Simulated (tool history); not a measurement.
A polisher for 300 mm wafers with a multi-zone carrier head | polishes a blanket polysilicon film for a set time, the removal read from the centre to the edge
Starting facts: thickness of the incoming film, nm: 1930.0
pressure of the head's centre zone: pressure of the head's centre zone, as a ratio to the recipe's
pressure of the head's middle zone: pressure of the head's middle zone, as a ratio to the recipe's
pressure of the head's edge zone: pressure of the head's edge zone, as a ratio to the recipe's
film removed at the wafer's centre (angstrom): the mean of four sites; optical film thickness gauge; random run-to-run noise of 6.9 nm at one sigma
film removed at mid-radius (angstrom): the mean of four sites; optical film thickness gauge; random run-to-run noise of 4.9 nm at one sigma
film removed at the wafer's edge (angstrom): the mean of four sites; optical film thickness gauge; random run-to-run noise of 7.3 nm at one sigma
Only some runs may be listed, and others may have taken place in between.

run	hour	flow of slurry (ml/min)	pressure of the head's centre zone	pressure of the head's middle zone	pressure of the head's edge zone	polishing time (s)	film removed at the wafer's centre (angstrom)	film removed at mid-radius (angstrom)	film removed at the wafer's edge (angstrom)
1	0.0	195	1.00	1.00	1.00	49	4091.5	4036.5	4025.4
2	5.9	165	1.00	1.00	1.00	49	3908.4	3957.2	3906.3
3	13.8	165	1.00	0.95	1.00	49	3939.3	3774.5	3848.1
4	16.8	165	1.00	0.95	1.00	59	4728.9	4533.4	4836.5
5	25.3	165	1.08	0.95	1.00	59	5178.3	4526.8	4674.7
6	33.9	165	1.08	0.90	1.00	59	5128.5	4464.8	4666.0
7	41.8	190	1.09	0.97	1.01	60	5420.1	4793.4	4967.8
8	48.0	210	1.11	1.02	1.01	61	5708.5	5094.0	5046.8
9	51.8	225	1.12	1.05	1.02	62	5927.1	5260.1	5141.9
10	58.4	235	1.12	1.07	1.03	63	6009.4	5595.5	5301.4

Run 11, settings as shown, results not yet in. Your forecast:
11	62.6	245	1.13	1.07	1.04	63	?	?	?

For run 11 the tool returned film removed at the wafer's centre (angstrom) 6098.3, film removed at mid-radius (angstrom) 5561.9, film removed at the wafer's edge (angstrom) 5234.0.
